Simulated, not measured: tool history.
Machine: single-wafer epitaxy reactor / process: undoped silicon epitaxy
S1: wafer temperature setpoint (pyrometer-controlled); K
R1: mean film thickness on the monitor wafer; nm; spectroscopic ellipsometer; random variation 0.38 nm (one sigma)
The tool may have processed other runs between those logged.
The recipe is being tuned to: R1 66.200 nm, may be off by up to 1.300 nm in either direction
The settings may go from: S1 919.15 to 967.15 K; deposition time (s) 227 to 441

run 1 day=0.000 | S1=943.15 deposition_time_(s)=334 | R1=77.154
run 2 day=0.238 | S1=948.15 deposition_time_(s)=334 | R1=83.777
run 3 day=0.367 | S1=948.15 deposition_time_(s)=371 | R1=93.999
run 4 day=0.612 | S1=948.15 deposition_time_(s)=330 | R1=84.961
run 5 day=0.821 | S1=958.15 deposition_time_(s)=330 | R1=100.470
run 6 day=1.079 | S1=967.15 deposition_time_(s)=330 | R1=118.160
run 7 day=1.129 | S1=959.15 deposition_time_(s)=329 | R1=100.520
run 8 day=1.283 | S1=953.15 deposition_time_(s)=328 | R1=91.415
run 9 day=1.554 | S1=948.15 deposition_time_(s)=327 | R1=82.470
run 10 day=1.917 | S1=945.15 deposition_time_(s)=327 | R1=78.208

Of the 5 settings listed for the next run, only one would bring every result within its allowed miss of target. Which one?
run A day=2.279 | S1=955.15 deposition_time_(s)=362 | R1=?
run B day=2.279 | S1=946.15 deposition_time_(s)=347 | R1=?
run C day=2.279 | S1=956.15 deposition_time_(s)=337 | R1=?
run D day=2.279 | S1=937.15 deposition_time_(s)=297 | R1=?
run E day=2.279 | S1=938.15 deposition_time_(s)=315 | R1=?

move=A R1=103.400
move=B R1=84.206
move=C R1=98.004
move=D R1=61.062
move=E R1=65.976
A: further off than the last run
B: further off than the last run
C: further off than the last run
D: carries the result that was furthest off beyond its target, to the other side
E: all results land within tolerance of their targets
Answer: E
